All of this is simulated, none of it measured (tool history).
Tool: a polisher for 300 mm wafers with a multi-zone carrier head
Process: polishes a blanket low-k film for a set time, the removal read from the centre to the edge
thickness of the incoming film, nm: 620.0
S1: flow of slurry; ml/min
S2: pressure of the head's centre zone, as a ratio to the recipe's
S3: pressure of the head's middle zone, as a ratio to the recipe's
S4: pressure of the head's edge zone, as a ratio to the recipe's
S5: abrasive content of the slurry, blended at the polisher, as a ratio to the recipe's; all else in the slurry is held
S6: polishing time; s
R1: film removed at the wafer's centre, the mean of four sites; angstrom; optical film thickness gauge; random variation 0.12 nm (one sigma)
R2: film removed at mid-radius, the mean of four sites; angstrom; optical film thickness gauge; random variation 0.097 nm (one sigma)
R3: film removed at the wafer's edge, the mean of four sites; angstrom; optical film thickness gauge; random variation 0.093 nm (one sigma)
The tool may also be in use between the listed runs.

{"run": 1, "hour": 0.0, "S1": 155, "S2": 1, "S3": 1, "S4": 1, "S5": 1, "S6": 75, "R1": 203.93, "R2": 208.93, "R3": 206.51}
{"run": 2, "hour": 5.9, "S1": 140, "S2": 1, "S3": 1, "S4": 1, "S5": 1, "S6": 75, "R1": 199.84, "R2": 201.2, "R3": 200.3}
{"run": 3, "hour": 11.1, "S1": 140, "S2": 0.97, "S3": 1, "S4": 1, "S5": 1, "S6": 75, "R1": 196.67, "R2": 202.29, "R3": 203.14}
{"run": 4, "hour": 15.5, "S1": 140, "S2": 0.97, "S3": 1, "S4": 1.08, "S5": 1, "S6": 75, "R1": 196.35, "R2": 199.51, "R3": 210.22}
{"run": 5, "hour": 19.9, "S1": 135, "S2": 0.95, "S3": 0.98, "S4": 1.04, "S5": 0.9, "S6": 73, "R1": 179.01, "R2": 181.54, "R3": 193.28}
{"run": 6, "hour": 22.1, "S1": 160, "S2": 0.95, "S3": 0.98, "S4": 1.04, "S5": 0.9, "S6": 73, "R1": 189.67, "R2": 190, "R3": 198.77}
{"run": 7, "hour": 27.4, "S1": 115, "S2": 0.85, "S3": 0.89, "S4": 0.94, "S5": 0.65, "S6": 65, "R1": 121.91, "R2": 126, "R3": 137.65}
{"run": 8, "hour": 35.5, "S1": 115, "S2": 0.85, "S3": 0.89, "S4": 0.93, "S5": 0.65, "S6": 65, "R1": 122.38, "R2": 124.7, "R3": 135.84}

Forecast run 9:
{"run": 9, "hour": 41.3, "S1": 115, "S2": 0.85, "S3": 0.9, "S4": 0.92, "S5": 0.65, "S6": 65, "R1": "?", "R2": "?", "R3": "?"}

R1: 120.86 angstrom
R2: 127.64 angstrom
R3: 139.46 angstrom
